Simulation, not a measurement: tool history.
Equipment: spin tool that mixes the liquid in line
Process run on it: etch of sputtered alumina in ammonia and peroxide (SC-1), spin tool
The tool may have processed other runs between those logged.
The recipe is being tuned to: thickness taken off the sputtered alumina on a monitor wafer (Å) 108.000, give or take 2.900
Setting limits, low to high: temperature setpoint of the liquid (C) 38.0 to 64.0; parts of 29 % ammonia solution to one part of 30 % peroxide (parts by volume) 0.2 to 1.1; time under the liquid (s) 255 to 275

| run | day | temperature setpoint of the liquid (C) | parts of 29 % ammonia solution to one part of 30 % peroxide (parts by volume) | time under the liquid (s) | thickness taken off the sputtered alumina on a monitor wafer (Å) |
|---|---|---|---|---|---|
| 1 | 0.000 | 48.0 | 0.6 | 255 | 155.070 |
| 2 | 0.338 | 47.5 | 0.6 | 255 | 148.620 |
| 3 | 0.575 | 47.5 | 0.6 | 255 | 149.120 |
| 4 | 0.667 | 47.5 | 0.7 | 255 | 149.120 |
| 5 | 0.921 | 47.0 | 0.7 | 255 | 147.170 |
| 6 | 1.225 | 47.0 | 0.7 | 275 | 159.600 |
| 7 | 1.383 | 46.5 | 0.7 | 275 | 153.360 |
|  | 1.642 | ammonia flow meter replaced |
| 8 | 1.642 | 39.0 | 0.7 | 275 | 100.240 |

Exactly one of the 5 candidate moves below puts every result within its allowed miss. Which one?
| A | 1.900 | 42.0 | 0.2 | 275 | ? |
| B | 1.900 | 38.0 | 0.6 | 260 | ? |
| C | 1.900 | 38.0 | 0.7 | 270 | ? |
| D | 1.900 | 40.5 | 1.0 | 275 | ? |
| E | 1.900 | 38.5 | 0.6 | 260 | ? |

| move | thickness taken off the sputtered alumina on a monitor wafer (Å) |
|---|---|
| A | 106.330 |
| B | 88.182 |
| C | 92.933 |
| D | 113.590 |
| E | 90.856 |
A: in spec on every target
B: misses by more than the last run did
C: misses by more than the last run did
D: takes the result that was furthest off past its target
E: misses by more than the last run did
A is the move that brings every result within its allowed miss.
